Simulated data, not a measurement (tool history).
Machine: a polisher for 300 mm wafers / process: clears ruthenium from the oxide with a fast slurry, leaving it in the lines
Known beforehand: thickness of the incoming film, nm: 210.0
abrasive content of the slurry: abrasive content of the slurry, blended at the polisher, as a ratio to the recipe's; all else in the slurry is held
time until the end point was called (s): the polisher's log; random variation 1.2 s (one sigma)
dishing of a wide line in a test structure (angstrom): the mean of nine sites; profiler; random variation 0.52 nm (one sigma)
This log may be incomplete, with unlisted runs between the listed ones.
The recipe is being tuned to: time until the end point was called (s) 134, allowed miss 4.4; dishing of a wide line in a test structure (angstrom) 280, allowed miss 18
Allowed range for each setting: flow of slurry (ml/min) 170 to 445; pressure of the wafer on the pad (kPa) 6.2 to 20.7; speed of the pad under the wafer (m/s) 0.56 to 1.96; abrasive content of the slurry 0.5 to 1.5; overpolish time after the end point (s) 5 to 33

run	hour	flow of slurry (ml/min)	pressure of the wafer on the pad (kPa)	speed of the pad under the wafer (m/s)	abrasive content of the slurry	overpolish time after the end point (s)	time until the end point was called (s)	dishing of a wide line in a test structure (angstrom)
1	0	285	13.1	1.26	1	17	67.79	430.21
2	2	285	11	1.26	1	17	78.534	372.94
3	5.4	285	11	1.26	1.2	17	74.693	409.92
4	10.8	245	11	1.26	1.2	17	75.694	385.19
5	14.9	240	9.7	1.2	1.2	18	88.835	359.14
6	16.8	190	9.7	1.2	1.2	18	92.426	337.97
7	17.8	190	9	1.18	1.2	19	99.595	326.93
8	21.8	190	8.3	1.16	1.2	20	110.19	334.65
9	22.5	190	7.6	1.16	1.2	20	119.32	291.19
10	29.1	190	7.6	1.16	1.2	20	119.44	297.36

5 candidate next runs follow, results not yet known. Just one meets every target within its allowed miss. Identify it.
A	35.7	185	7.6	0.98	1.25	19	?	?
B	35.7	170	9	0.98	1.1	19	?	?
C	35.7	180	7.6	1.12	0.95	22	?	?
D	35.7	230	6.9	1.16	1.2	20	?	?
E	35.7	205	6.2	1.3	1.45	19	?	?

move	time until the end point was called (s)	dishing of a wide line in a test structure (angstrom)
A	135.27	252.67
B	123.12	275.53
C	135.53	288.58
D	126.06	282.61
E	119.71	282.73
A: brings the last run's worst result on target, with another outside its allowed miss
B: nearer than the last run, and not there yet
C: all results land within tolerance of their targets
D: nearer than the last run, and not there yet
E: about as far from the targets as the last run
C is the move that brings every result within its allowed miss.
